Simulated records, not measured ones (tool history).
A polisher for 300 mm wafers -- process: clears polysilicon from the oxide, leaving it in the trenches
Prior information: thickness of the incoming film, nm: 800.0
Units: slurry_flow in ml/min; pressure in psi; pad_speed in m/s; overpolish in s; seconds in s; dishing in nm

run,hour,slurry_flow,pressure,pad_speed,overpolish,seconds,dishing
1,0,155,1.7,1,28,114.54,54.285
2,2.4,155,1.7,0.74,28,145.76,53.415
3,10.7,155,1.3,0.74,28,186.66,52.379
4,14.4,155,1.6,0.78,27,145.96,51.148
5,22.8,155,1.8,0.8,28,125.61,52.661
6,30.6,155,1.8,0.58,28,165.26,50.429
7,35.6,155,2,0.64,29,130.38,55.308
8,42.9,155,2.1,0.68,25,123.96,52.892
9,47,155,2.2,0.74,24,110.67,53.196

Forecast run 10:
10,50.5,155,2.3,0.78,23,?,?

For run 10 the tool returned seconds 101.31 s, dishing 55.55 nm.
